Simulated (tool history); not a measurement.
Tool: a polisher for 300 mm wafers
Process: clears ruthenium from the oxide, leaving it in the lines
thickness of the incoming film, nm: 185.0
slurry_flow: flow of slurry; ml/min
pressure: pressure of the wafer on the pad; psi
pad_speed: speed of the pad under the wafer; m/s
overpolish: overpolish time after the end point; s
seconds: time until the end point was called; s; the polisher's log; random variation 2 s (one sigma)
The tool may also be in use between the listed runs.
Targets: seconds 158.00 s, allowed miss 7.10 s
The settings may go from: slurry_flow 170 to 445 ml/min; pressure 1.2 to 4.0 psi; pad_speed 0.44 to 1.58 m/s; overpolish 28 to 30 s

| run | hour | slurry_flow | pressure | pad_speed | overpolish | seconds |
|---|---|---|---|---|---|---|
| 1 | 0.0 | 285 | 2.6 | 1.00 | 28 | 117.51 |
| 2 | 7.2 | 285 | 2.6 | 1.14 | 28 | 107.15 |
| 3 | 14.2 | 285 | 2.5 | 1.14 | 28 | 110.26 |
| 4 | 21.2 | 285 | 2.5 | 1.14 | 30 | 107.67 |
| 5 | 24.8 | 350 | 2.5 | 1.14 | 30 | 112.20 |
| 6 | 28.1 | 350 | 2.4 | 1.14 | 30 | 114.55 |
| 7 | 34.0 | 350 | 2.3 | 1.14 | 30 | 118.49 |
| 8 | 37.2 | 350 | 2.2 | 1.14 | 30 | 120.45 |
| 9 | 38.5 | 350 | 2.1 | 1.14 | 30 | 127.68 |
| 10 | 45.9 | 350 | 1.5 | 1.12 | 30 | 179.10 |
| 11 | 47.5 | 350 | 1.6 | 1.12 | 30 | 168.98 |

Which of these 4 next moves meets every target?
| A | 49.1 | 175 | 1.8 | 0.94 | 30 | ? |
| B | 49.1 | 325 | 1.5 | 1.14 | 30 | ? |
| C | 49.1 | 335 | 1.4 | 1.42 | 30 | ? |
| D | 49.1 | 360 | 1.7 | 0.98 | 30 | ? |

| move | seconds |
|---|---|
| A | 184.31 |
| B | 180.35 |
| C | 161.71 |
| D | 178.14 |
A: further off than the last run
B: further off than the last run
C: meets every target
D: further off than the last run
Answer: C
